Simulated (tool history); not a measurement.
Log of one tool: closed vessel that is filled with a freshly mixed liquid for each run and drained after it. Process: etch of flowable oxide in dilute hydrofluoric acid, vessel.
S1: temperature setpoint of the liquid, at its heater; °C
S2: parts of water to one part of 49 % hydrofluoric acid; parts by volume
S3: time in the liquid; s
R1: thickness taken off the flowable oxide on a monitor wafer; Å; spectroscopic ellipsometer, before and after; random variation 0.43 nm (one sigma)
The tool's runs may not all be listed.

Run 1, hour 0.0: S1 21.0 °C, S2 70 parts by volume, S3 95 s. Result: R1 310.07 Å.
Run 2, hour 0.7: S1 21.0 °C, S2 70 parts by volume, S3 95 s. Result: R1 311.07 Å.
Run 3, hour 6.1: S1 22.5 °C, S2 70 parts by volume, S3 95 s. Result: R1 334.19 Å.
Run 4, hour 12.9: S1 22.5 °C, S2 85 parts by volume, S3 95 s. Result: R1 271.23 Å.
Run 5, hour 21.6: S1 24.5 °C, S2 70 parts by volume, S3 95 s. Result: R1 363.06 Å.
Run 6, hour 29.4: S1 26.0 °C, S2 60 parts by volume, S3 95 s. Result: R1 453.89 Å.

Forecast run 7:
Run 7, hour 33.5: S1 27.0 °C, S2 55 parts by volume, S3 95 s. Result: R1 ?.

R1: 517.97 Å
